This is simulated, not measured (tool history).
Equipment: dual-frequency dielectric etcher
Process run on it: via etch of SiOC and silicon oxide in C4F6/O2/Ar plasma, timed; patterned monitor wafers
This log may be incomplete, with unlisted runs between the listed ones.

| run | hour | source power (kW) | bias power (kW) | etch time (s) | mean etch depth across the wafer (angstrom) |
|---|---|---|---|---|---|
| 1 | 0.0 | 0.440 | 0.235 | 90.5 | 1214.9 |
| 2 | 2.0 | 0.470 | 0.235 | 90.5 | 1213.2 |
| 3 | 7.5 | 0.390 | 0.235 | 90.5 | 1187.6 |
| 4 | 13.1 | 0.390 | 0.277 | 90.5 | 1227.1 |
| 5 | 18.1 | 0.350 | 0.257 | 90.5 | 1175.9 |
| 6 | 26.7 | 0.350 | 0.292 | 90.5 | 1221.8 |
| 7 | 32.7 | 0.320 | 0.273 | 90.5 | 1182.5 |

Forecast run 8:
| 8 | 41.5 | 0.300 | 0.257 | 90.5 | ? |

{"run 8": {"mean etch depth across the wafer (angstrom)": 1165.1}}
